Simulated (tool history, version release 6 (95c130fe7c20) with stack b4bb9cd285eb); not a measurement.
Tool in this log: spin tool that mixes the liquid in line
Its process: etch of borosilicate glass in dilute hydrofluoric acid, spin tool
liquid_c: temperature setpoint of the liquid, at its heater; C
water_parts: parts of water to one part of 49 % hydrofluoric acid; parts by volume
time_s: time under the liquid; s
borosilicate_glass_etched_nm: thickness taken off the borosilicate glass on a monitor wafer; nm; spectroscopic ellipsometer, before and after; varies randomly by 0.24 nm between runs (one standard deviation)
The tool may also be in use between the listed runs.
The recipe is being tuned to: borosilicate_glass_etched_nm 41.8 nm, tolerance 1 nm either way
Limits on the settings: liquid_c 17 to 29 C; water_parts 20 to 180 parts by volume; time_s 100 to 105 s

run,hour,liquid_c,water_parts,time_s,borosilicate_glass_etched_nm
1,0,21,100,100,23.078
2,2.8,19,100,100,21.1
3,11.8,21,100,100,22.856
4,20,22.5,95,100,25.987
5,21.8,24,90,100,28.9
6,28,20.5,90,100,25.271
7,36.7,22,85,100,28.608
8,39.2,23.5,85,100,30.548
9,40.2,24.5,85,100,31.817
10,45.7,25.5,85,100,33.131
11,47.2,29,75,100,43.424

5 next moves are on the table. One of them brings every result within its allowed miss. Which?
A,48.7,28.5,75,105,?
B,48.7,24.5,70,100,?
C,48.7,26.5,80,105,?
D,48.7,28.5,80,100,?
E,48.7,25,70,105,?

move,borosilicate_glass_etched_nm
A,44.308
B,38.818
C,38.151
D,39.293
E,41.59
A: its largest miss is bigger than the last run's
B: the result that was furthest off in the last run now lies on the other side of its target
C: the result that was furthest off in the last run now lies on the other side of its target
D: the result that was furthest off in the last run now lies on the other side of its target
E: every result within its allowed miss
The right move is E.
